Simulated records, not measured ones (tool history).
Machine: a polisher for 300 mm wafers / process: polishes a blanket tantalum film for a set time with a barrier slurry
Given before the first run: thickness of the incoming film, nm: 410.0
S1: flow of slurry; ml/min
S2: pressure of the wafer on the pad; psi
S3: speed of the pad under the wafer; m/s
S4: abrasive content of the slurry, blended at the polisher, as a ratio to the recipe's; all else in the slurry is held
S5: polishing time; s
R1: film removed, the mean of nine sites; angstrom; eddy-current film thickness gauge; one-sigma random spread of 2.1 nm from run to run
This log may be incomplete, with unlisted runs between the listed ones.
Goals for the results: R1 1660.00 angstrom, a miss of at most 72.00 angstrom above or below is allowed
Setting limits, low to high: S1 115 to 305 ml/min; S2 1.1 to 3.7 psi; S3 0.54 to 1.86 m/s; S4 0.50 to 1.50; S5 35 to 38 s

run 1 hour=0.0 | S1=195 S2=2.4 S3=1.18 S4=1.00 S5=38 | R1=1025.00
run 2 hour=6.6 | S1=195 S2=2.4 S3=1.06 S4=1.00 S5=38 | R1=955.05
run 3 hour=8.4 | S1=195 S2=2.7 S3=1.08 S4=1.00 S5=38 | R1=1091.90
run 4 hour=10.1 | S1=195 S2=2.9 S3=1.08 S4=1.00 S5=38 | R1=1158.40
run 5 hour=13.6 | S1=195 S2=3.1 S3=1.10 S4=1.00 S5=38 | R1=1266.80
run 6 hour=17.9 | S1=195 S2=3.3 S3=1.10 S4=1.00 S5=38 | R1=1368.20
run 7 hour=20.4 | S1=195 S2=3.4 S3=1.12 S4=1.00 S5=38 | R1=1416.80
run 8 hour=27.1 | S1=195 S2=3.4 S3=1.12 S4=1.00 S5=38 | R1=1424.90
run 9 hour=33.7 | S1=195 S2=3.5 S3=1.14 S4=1.00 S5=38 | R1=1451.90
run 10 hour=37.5 | S1=195 S2=3.5 S3=1.16 S4=1.00 S5=38 | R1=1518.20

Below are 4 possible settings for the next run. Only one of them brings all results inside the allowed miss of their targets. Which is it?
run A hour=41.3 | S1=205 S2=3.3 S3=1.36 S4=0.95 S5=38 | R1=?
run B hour=41.3 | S1=200 S2=3.7 S3=0.96 S4=1.05 S5=38 | R1=?
run C hour=41.3 | S1=215 S2=3.5 S3=1.10 S4=1.10 S5=35 | R1=?
run D hour=41.3 | S1=195 S2=3.6 S3=1.24 S4=1.05 S5=35 | R1=?

move=A R1=1669.40
move=B R1=1356.40
move=C R1=1372.20
move=D R1=1553.80
A: every result lands within tolerance
B: its largest miss is bigger than the last run's
C: its largest miss is bigger than the last run's
D: nearer the targets than the last run, but a result is still out of spec
Answer: A
